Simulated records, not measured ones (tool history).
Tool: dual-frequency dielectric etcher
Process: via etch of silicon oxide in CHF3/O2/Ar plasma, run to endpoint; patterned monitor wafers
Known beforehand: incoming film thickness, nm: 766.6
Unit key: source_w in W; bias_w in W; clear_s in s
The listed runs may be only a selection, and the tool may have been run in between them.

| run | hour | source_w | bias_w | clear_s |
|---|---|---|---|---|
| 1 | 0.0 | 810 | 171 | 350.13 |
| 2 | 5.9 | 890 | 178 | 330.04 |
| 3 | 6.8 | 950 | 178 | 318.04 |
| 4 | 13.1 | 990 | 180 | 309.87 |
| 5 | 19.6 | 990 | 194 | 307.65 |
| 6 | 23.3 | 990 | 163 | 317.64 |
| 7 | 26.3 | 1030 | 165 | 313.04 |

Estimate the outcome of run 8 from the log above:
| 8 | 34.8 | 1060 | 168 | ? |

{"run 8": {"clear_s": 305.66}}
